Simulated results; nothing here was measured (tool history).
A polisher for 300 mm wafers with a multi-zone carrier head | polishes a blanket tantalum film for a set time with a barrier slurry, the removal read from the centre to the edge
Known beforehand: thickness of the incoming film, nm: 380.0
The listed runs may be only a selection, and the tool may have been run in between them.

| run | day | flow of slurry (ml/min) | pressure of the head's centre zone | pressure of the head's middle zone | pressure of the head's edge zone | abrasive content of the slurry | polishing time (s) | film removed at the wafer's centre (Å) | film removed at mid-radius (Å) | film removed at the wafer's edge (Å) |
|---|---|---|---|---|---|---|---|---|---|---|
| 1 | 0 | 190 | 1 | 1 | 1 | 1 | 59 | 1138.7 | 1182.6 | 1206.6 |
| 2 | 0.062 | 200 | 1.03 | 1.01 | 1.03 | 1.1 | 60 | 1243.7 | 1263.8 | 1309.1 |
| 3 | 0.238 | 200 | 1.03 | 1.01 | 1.03 | 1.1 | 52 | 1066.1 | 1085.9 | 1113.5 |
| 4 | 0.321 | 200 | 1.07 | 1.01 | 1.03 | 1.1 | 52 | 1103.1 | 1076.3 | 1129 |
| 5 | 0.458 | 200 | 1.07 | 1.08 | 1.03 | 1.1 | 52 | 1099.7 | 1138.8 | 1147.6 |
| 6 | 0.7 | 200 | 1.07 | 1.08 | 0.99 | 1.1 | 52 | 1101.2 | 1144.4 | 1105.5 |
| 7 | 0.983 | 200 | 1.07 | 1.08 | 0.99 | 1.1 | 52 | 1108.4 | 1144.9 | 1110.1 |
| 8 | 1.183 | 210 | 1.09 | 1.08 | 1 | 1.15 | 54 | 1173.5 | 1225.3 | 1182.1 |
| 9 | 1.292 | 210 | 1.19 | 0.98 | 0.95 | 1.4 | 71 | 1731.8 | 1529.1 | 1595.5 |

What will run 10 give?
| 10 | 1.479 | 220 | 1.19 | 0.98 | 0.96 | 1.4 | 71 | ? | ? | ? |

Run 10 gave film removed at the wafer's centre (Å) 1744.6, film removed at mid-radius (Å) 1525.3, film removed at the wafer's edge (Å) 1578.8.
